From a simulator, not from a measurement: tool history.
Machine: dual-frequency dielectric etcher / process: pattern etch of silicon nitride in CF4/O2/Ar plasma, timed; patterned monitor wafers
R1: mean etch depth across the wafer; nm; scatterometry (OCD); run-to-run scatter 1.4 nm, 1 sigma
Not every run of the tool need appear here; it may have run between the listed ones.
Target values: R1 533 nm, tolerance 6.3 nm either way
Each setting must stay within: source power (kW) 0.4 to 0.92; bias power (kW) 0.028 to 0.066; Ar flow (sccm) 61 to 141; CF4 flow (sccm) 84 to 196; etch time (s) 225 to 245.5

run 1 hour=0 | source_power_(kW)=0.66 bias_power_(kW)=0.047 Ar_flow_(sccm)=101 CF4_flow_(sccm)=140 etch_time_(s)=245.5 | R1=611.57
run 2 hour=8.6 | source_power_(kW)=0.77 bias_power_(kW)=0.047 Ar_flow_(sccm)=101 CF4_flow_(sccm)=140 etch_time_(s)=245.5 | R1=702.15
run 3 hour=12.8 | source_power_(kW)=0.77 bias_power_(kW)=0.047 Ar_flow_(sccm)=101 CF4_flow_(sccm)=160 etch_time_(s)=245.5 | R1=713.59
run 4 hour=14.1 | source_power_(kW)=0.7 bias_power_(kW)=0.047 Ar_flow_(sccm)=101 CF4_flow_(sccm)=160 etch_time_(s)=245.5 | R1=649.85
run 5 hour=15.8 | source_power_(kW)=0.7 bias_power_(kW)=0.047 Ar_flow_(sccm)=101 CF4_flow_(sccm)=160 etch_time_(s)=245.5 | R1=653.39
run 6 hour=23.7 | source_power_(kW)=0.7 bias_power_(kW)=0.052 Ar_flow_(sccm)=101 CF4_flow_(sccm)=160 etch_time_(s)=245.5 | R1=680.16
run 7 hour=30.6 | source_power_(kW)=0.65 bias_power_(kW)=0.052 Ar_flow_(sccm)=101 CF4_flow_(sccm)=160 etch_time_(s)=245.5 | R1=636.26
run 8 hour=35.8 | source_power_(kW)=0.61 bias_power_(kW)=0.052 Ar_flow_(sccm)=101 CF4_flow_(sccm)=160 etch_time_(s)=245.5 | R1=600.39
run 9 hour=44.7 | source_power_(kW)=0.58 bias_power_(kW)=0.052 Ar_flow_(sccm)=101 CF4_flow_(sccm)=160 etch_time_(s)=245.5 | R1=574.32
run 10 hour=51.4 | source_power_(kW)=0.58 bias_power_(kW)=0.052 Ar_flow_(sccm)=101 CF4_flow_(sccm)=160 etch_time_(s)=245.5 | R1=572.3
run 11 hour=56 | source_power_(kW)=0.57 bias_power_(kW)=0.052 Ar_flow_(sccm)=101 CF4_flow_(sccm)=160 etch_time_(s)=245.5 | R1=564.16
run 12 hour=60.8 | source_power_(kW)=0.52 bias_power_(kW)=0.052 Ar_flow_(sccm)=101 CF4_flow_(sccm)=160 etch_time_(s)=245.5 | R1=522

Next run, 5 choices. One meets every target within its allowed miss, the rest don't. Which?
run A hour=65.6 | source_power_(kW)=0.55 bias_power_(kW)=0.053 Ar_flow_(sccm)=95 CF4_flow_(sccm)=160 etch_time_(s)=236 | R1=?
run B hour=65.6 | source_power_(kW)=0.59 bias_power_(kW)=0.051 Ar_flow_(sccm)=95 CF4_flow_(sccm)=180 etch_time_(s)=227.5 | R1=?
run C hour=65.6 | source_power_(kW)=0.5 bias_power_(kW)=0.061 Ar_flow_(sccm)=101 CF4_flow_(sccm)=194 etch_time_(s)=245.5 | R1=?
run D hour=65.6 | source_power_(kW)=0.52 bias_power_(kW)=0.054 Ar_flow_(sccm)=84 CF4_flow_(sccm)=188 etch_time_(s)=245.5 | R1=?
run E hour=65.6 | source_power_(kW)=0.64 bias_power_(kW)=0.046 Ar_flow_(sccm)=117 CF4_flow_(sccm)=168 etch_time_(s)=229.5 | R1=?

move=A R1=532.01
move=B R1=545.63
move=C R1=543.99
move=D R1=545.55
move=E R1=551.47
A: in spec on every target
B: the result that was furthest off in the last run now lies on the other side of its target
C: the result that was furthest off in the last run now lies on the other side of its target
D: the result that was furthest off in the last run now lies on the other side of its target
E: the result that was furthest off in the last run now lies on the other side of its target
A is the move that brings every result within its allowed miss.
